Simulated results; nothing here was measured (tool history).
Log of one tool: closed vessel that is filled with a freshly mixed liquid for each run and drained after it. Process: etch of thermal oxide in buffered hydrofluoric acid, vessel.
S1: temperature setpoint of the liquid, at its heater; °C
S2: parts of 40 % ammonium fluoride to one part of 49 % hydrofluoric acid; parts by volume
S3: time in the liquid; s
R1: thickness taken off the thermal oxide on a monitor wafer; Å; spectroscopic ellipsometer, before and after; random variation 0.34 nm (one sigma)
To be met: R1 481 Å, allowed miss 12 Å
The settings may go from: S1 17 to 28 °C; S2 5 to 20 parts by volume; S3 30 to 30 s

| run | day | S1 | S2 | S3 | R1 |
|---|---|---|---|---|---|
| 1 | 0 | 20 | 12 | 30 | 246 |
| 2 | 0.288 | 22 | 11.5 | 30 | 288.53 |
| 3 | 0.325 | 24 | 11.5 | 30 | 317.5 |
| 4 | 0.604 | 24 | 10 | 30 | 361.65 |
| 5 | 0.796 | 24 | 10 | 30 | 371.31 |
| 6 | 1.154 | 24 | 13 | 30 | 284.99 |
| 7 | 1.488 | 25 | 12 | 30 | 322.51 |
| 8 | 1.738 | 26 | 11.5 | 30 | 355.8 |
| 9 | 1.838 | 28 | 8.5 | 30 | 515.43 |
| 10 | 1.9 | 27.5 | 8.5 | 30 | 507.07 |
| 11 | 1.983 | 27.5 | 8.5 | 30 | 504.61 |

Which of these 4 next moves meets every target?
| A | 2.067 | 25.5 | 7.5 | 30 | ? |
| B | 2.067 | 27 | 8 | 30 | ? |
| C | 2.067 | 27.5 | 8 | 30 | ? |
| D | 2.067 | 21.5 | 6.5 | 30 | ? |

| move | R1 |
|---|---|
| A | 512.97 |
| B | 518.51 |
| C | 532.52 |
| D | 473.66 |
A: further off than the last run
B: further off than the last run
C: further off than the last run
D: meets every target
Move D is the one to make.
